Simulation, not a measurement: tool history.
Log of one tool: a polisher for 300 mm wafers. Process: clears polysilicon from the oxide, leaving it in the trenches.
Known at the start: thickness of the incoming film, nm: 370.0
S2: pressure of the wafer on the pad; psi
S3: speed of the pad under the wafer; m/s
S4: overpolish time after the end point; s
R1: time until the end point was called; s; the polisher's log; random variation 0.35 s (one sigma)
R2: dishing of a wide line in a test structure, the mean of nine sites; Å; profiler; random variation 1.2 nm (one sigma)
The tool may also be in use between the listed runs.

Run 1, hour 0: flow of slurry (ml/min) 165, S2 2.3 psi, S3 0.98 m/s, S4 20 s. Result: R1 26.466 s, R2 762.4 Å.
Run 2, hour 0.6: flow of slurry (ml/min) 165, S2 2.3 psi, S3 1.16 m/s, S4 20 s. Result: R1 22.27 s, R2 798.71 Å.
Run 3, hour 7.7: flow of slurry (ml/min) 160, S2 1.9 psi, S3 1.14 m/s, S4 22 s. Result: R1 26.988 s, R2 774.33 Å.
Run 4, hour 9.5: flow of slurry (ml/min) 160, S2 1.9 psi, S3 1.14 m/s, S4 31 s. Result: R1 27.705 s, R2 783.02 Å.
Run 5, hour 16.2: flow of slurry (ml/min) 155, S2 1.7 psi, S3 1.14 m/s, S4 33 s. Result: R1 30.47 s, R2 812.05 Å.
Run 6, hour 21.6: flow of slurry (ml/min) 155, S2 1.5 psi, S3 1.14 m/s, S4 31 s. Result: R1 34.674 s, R2 811.14 Å.
Run 7, hour 23.8: flow of slurry (ml/min) 145, S2 1.2 psi, S3 1.12 m/s, S4 22 s. Result: R1 43.891 s, R2 733.21 Å.

Forecast run 8:
Run 8, hour 25.1: flow of slurry (ml/min) 150, S2 1.2 psi, S3 1.12 m/s, S4 29 s. Result: R1 ?, R2 ?.

R1: 43.783 s
R2: 758.88 Å
